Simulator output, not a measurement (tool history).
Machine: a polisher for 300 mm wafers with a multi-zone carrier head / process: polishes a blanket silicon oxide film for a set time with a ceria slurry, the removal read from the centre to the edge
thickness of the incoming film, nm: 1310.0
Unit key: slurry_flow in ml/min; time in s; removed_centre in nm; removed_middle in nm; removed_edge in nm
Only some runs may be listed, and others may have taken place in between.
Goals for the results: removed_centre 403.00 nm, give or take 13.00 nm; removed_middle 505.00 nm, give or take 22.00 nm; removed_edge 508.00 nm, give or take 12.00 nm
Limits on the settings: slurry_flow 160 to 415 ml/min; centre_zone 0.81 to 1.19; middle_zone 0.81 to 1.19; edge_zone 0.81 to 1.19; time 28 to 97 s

{"run": 1, "day": 0.0, "slurry_flow": 265, "centre_zone": 1.0, "middle_zone": 1.0, "edge_zone": 1.0, "time": 62, "removed_centre": 350.64, "removed_middle": 356.8, "removed_edge": 370.41}
{"run": 2, "day": 0.179, "slurry_flow": 270, "centre_zone": 0.98, "middle_zone": 1.03, "edge_zone": 1.04, "time": 65, "removed_centre": 362.38, "removed_middle": 379.22, "removed_edge": 395.07}
{"run": 3, "day": 0.288, "slurry_flow": 275, "centre_zone": 0.96, "middle_zone": 1.06, "edge_zone": 1.06, "time": 68, "removed_centre": 380.26, "removed_middle": 408.15, "removed_edge": 417.05}
{"run": 4, "day": 0.321, "slurry_flow": 275, "centre_zone": 1.04, "middle_zone": 1.06, "edge_zone": 1.06, "time": 68, "removed_centre": 403.89, "removed_middle": 414.62, "removed_edge": 421.99}
{"run": 5, "day": 0.533, "slurry_flow": 275, "centre_zone": 1.04, "middle_zone": 1.0, "edge_zone": 1.06, "time": 68, "removed_centre": 406.39, "removed_middle": 385.67, "removed_edge": 417.79}
{"run": 6, "day": 0.667, "slurry_flow": 275, "centre_zone": 1.04, "middle_zone": 0.93, "edge_zone": 1.06, "time": 68, "removed_centre": 400.85, "removed_middle": 365.02, "removed_edge": 420.67}
{"run": 7, "day": 0.892, "slurry_flow": 275, "centre_zone": 1.0, "middle_zone": 0.98, "edge_zone": 1.08, "time": 70, "removed_centre": 394.76, "removed_middle": 402.58, "removed_edge": 431.43}
{"run": 8, "day": 0.967, "slurry_flow": 275, "centre_zone": 0.98, "middle_zone": 0.99, "edge_zone": 1.1, "time": 72, "removed_centre": 400.15, "removed_middle": 419.17, "removed_edge": 447.46}
{"run": 9, "day": 1.338, "slurry_flow": 280, "centre_zone": 0.96, "middle_zone": 1.0, "edge_zone": 1.12, "time": 74, "removed_centre": 402.31, "removed_middle": 420.45, "removed_edge": 463.29}
{"run": 10, "day": 1.688, "slurry_flow": 280, "centre_zone": 0.94, "middle_zone": 1.03, "edge_zone": 1.13, "time": 75, "removed_centre": 404.88, "removed_middle": 431.89, "removed_edge": 477.54}

Exercise: of the 5 proposed moves below, exactly one satisfies all targets within the stated allowed misses. Which move is it?
{"run": "A", "day": 2.038, "slurry_flow": 340, "centre_zone": 0.99, "middle_zone": 0.88, "edge_zone": 1.19, "time": 69, "removed_centre": "?", "removed_middle": "?", "removed_edge": "?"}
{"run": "B", "day": 2.038, "slurry_flow": 305, "centre_zone": 0.96, "middle_zone": 0.81, "edge_zone": 1.19, "time": 75, "removed_centre": "?", "removed_middle": "?", "removed_edge": "?"}
{"run": "C", "day": 2.038, "slurry_flow": 305, "centre_zone": 0.94, "middle_zone": 1.02, "edge_zone": 1.19, "time": 80, "removed_centre": "?", "removed_middle": "?", "removed_edge": "?"}
{"run": "D", "day": 2.038, "slurry_flow": 375, "centre_zone": 0.96, "middle_zone": 0.94, "edge_zone": 1.08, "time": 69, "removed_centre": "?", "removed_middle": "?", "removed_edge": "?"}
{"run": "E", "day": 2.038, "slurry_flow": 230, "centre_zone": 0.9, "middle_zone": 1.12, "edge_zone": 1.15, "time": 81, "removed_centre": "?", "removed_middle": "?", "removed_edge": "?"}

move=A removed_centre=402.29 removed_middle=366.19 removed_edge=458.60
move=B removed_centre=419.07 removed_middle=368.24 removed_edge=495.16
move=C removed_centre=438.26 removed_middle=475.77 removed_edge=526.70
move=D removed_centre=393.67 removed_middle=390.09 removed_edge=438.69
move=E removed_centre=410.26 removed_middle=505.57 removed_edge=510.80
A: lands further from the targets than the last run did
B: lands further from the targets than the last run did
C: moves toward the targets from the last run without getting all of them in spec
D: lands further from the targets than the last run did
E: in spec on every target
Go with E: it meets all targets.
